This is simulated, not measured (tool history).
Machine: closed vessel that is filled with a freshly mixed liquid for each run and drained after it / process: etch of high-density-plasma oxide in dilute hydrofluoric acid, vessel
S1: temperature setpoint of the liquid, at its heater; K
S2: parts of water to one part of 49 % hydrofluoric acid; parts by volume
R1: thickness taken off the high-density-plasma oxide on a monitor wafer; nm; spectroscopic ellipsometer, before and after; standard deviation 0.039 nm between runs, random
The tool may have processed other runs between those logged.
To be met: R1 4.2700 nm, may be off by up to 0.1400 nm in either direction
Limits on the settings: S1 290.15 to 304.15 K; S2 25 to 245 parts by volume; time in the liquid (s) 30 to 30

run 1 hour=0.0 | S1=296.15 S2=135 time_in_the_liquid_(s)=30 | R1=2.4686
run 2 hour=5.5 | S1=294.65 S2=135 time_in_the_liquid_(s)=30 | R1=2.3671
run 3 hour=8.0 | S1=297.15 S2=125 time_in_the_liquid_(s)=30 | R1=2.8056
run 4 hour=14.1 | S1=297.15 S2=160 time_in_the_liquid_(s)=30 | R1=2.1380
run 5 hour=17.8 | S1=297.15 S2=205 time_in_the_liquid_(s)=30 | R1=1.5533
run 6 hour=19.1 | S1=293.65 S2=205 time_in_the_liquid_(s)=30 | R1=1.3530
run 7 hour=26.7 | S1=296.65 S2=170 time_in_the_liquid_(s)=30 | R1=1.9160
-- hour=28.6 hydrofluoric acid flow meter replaced
run 8 hour=28.6 | S1=298.65 S2=145 time_in_the_liquid_(s)=30 | R1=2.2768
run 9 hour=35.7 | S1=298.65 S2=120 time_in_the_liquid_(s)=30 | R1=2.8400
run 10 hour=38.7 | S1=302.65 S2=90 time_in_the_liquid_(s)=30 | R1=4.6422

Which one of the following 4 next-run settings gets every result inside its allowed miss? There is exactly one.
run A hour=41.7 | S1=302.65 S2=80 time_in_the_liquid_(s)=30 | R1=?
run B hour=41.7 | S1=300.65 S2=80 time_in_the_liquid_(s)=30 | R1=?
run C hour=41.7 | S1=303.65 S2=100 time_in_the_liquid_(s)=30 | R1=?
run D hour=41.7 | S1=303.15 S2=80 time_in_the_liquid_(s)=30 | R1=?

move=A R1=5.2220
move=B R1=4.8333
move=C R1=4.2157
move=D R1=5.3228
A: misses by more than the last run did
B: misses by more than the last run did
C: every result within its allowed miss
D: misses by more than the last run did
C meets every target.
